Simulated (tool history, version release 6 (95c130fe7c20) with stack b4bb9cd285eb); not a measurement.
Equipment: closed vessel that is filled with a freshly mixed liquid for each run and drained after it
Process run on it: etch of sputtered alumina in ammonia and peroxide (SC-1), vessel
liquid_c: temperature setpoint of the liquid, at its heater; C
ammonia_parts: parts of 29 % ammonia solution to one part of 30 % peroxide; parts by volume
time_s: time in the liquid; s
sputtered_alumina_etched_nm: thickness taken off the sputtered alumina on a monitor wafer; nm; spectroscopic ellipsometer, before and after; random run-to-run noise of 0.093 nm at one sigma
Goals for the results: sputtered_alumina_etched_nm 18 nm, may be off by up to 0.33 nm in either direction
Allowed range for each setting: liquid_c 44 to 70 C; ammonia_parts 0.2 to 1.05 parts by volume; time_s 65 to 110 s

Run 1, hour 0: liquid_c 60 C, ammonia_parts 0.55 parts by volume, time_s 110 s. Result: sputtered_alumina_etched_nm 12.825 nm.
Run 2, hour 1.2: liquid_c 60 C, ammonia_parts 0.65 parts by volume, time_s 110 s. Result: sputtered_alumina_etched_nm 12.956 nm.
Run 3, hour 9.9: liquid_c 60 C, ammonia_parts 0.65 parts by volume, time_s 110 s. Result: sputtered_alumina_etched_nm 12.847 nm.
Run 4, hour 16.7: liquid_c 60 C, ammonia_parts 0.65 parts by volume, time_s 110 s. Result: sputtered_alumina_etched_nm 12.862 nm.
Run 5, hour 21.4: liquid_c 62 C, ammonia_parts 0.65 parts by volume, time_s 110 s. Result: sputtered_alumina_etched_nm 14.304 nm.
Run 6, hour 22.5: liquid_c 62 C, ammonia_parts 0.65 parts by volume, time_s 65 s. Result: sputtered_alumina_etched_nm 8.5052 nm.
Run 7, hour 30.8: liquid_c 57 C, ammonia_parts 0.5 parts by volume, time_s 80 s. Result: sputtered_alumina_etched_nm 7.8516 nm.
Run 8, hour 38.5: liquid_c 60.5 C, ammonia_parts 0.55 parts by volume, time_s 80 s. Result: sputtered_alumina_etched_nm 9.5299 nm.
Run 9, hour 42.4: liquid_c 68.5 C, ammonia_parts 0.8 parts by volume, time_s 110 s. Result: sputtered_alumina_etched_nm 20.285 nm.
Run 10, hour 50.9: liquid_c 68 C, ammonia_parts 0.8 parts by volume, time_s 110 s. Result: sputtered_alumina_etched_nm 19.722 nm.
Run 11, hour 55.7: liquid_c 67.5 C, ammonia_parts 0.8 parts by volume, time_s 110 s. Result: sputtered_alumina_etched_nm 19.087 nm.
Run 12, hour 56.9: liquid_c 67 C, ammonia_parts 0.8 parts by volume, time_s 110 s. Result: sputtered_alumina_etched_nm 18.795 nm.

Exactly one of the 4 candidate moves below puts every result within its allowed miss. Which one?
Run A, hour 58.1: liquid_c 65 C, ammonia_parts 0.85 parts by volume, time_s 110 s. Result: sputtered_alumina_etched_nm ?.
Run B, hour 58.1: liquid_c 69 C, ammonia_parts 0.85 parts by volume, time_s 105 s. Result: sputtered_alumina_etched_nm ?.
Run C, hour 58.1: liquid_c 67 C, ammonia_parts 0.85 parts by volume, time_s 105 s. Result: sputtered_alumina_etched_nm ?.
Run D, hour 58.1: liquid_c 68.5 C, ammonia_parts 0.8 parts by volume, time_s 110 s. Result: sputtered_alumina_etched_nm ?.

move  sputtered_alumina_etched_nm
   A                       17.087
   B                       19.839
   C                           18
   D                       20.171
A: moves the result that the last run missed by most past its target, out the other side
B: the biggest miss grows against the last run
C: in spec on every target
D: the biggest miss grows against the last run
So the answer is move C, the one that meets all the targets.
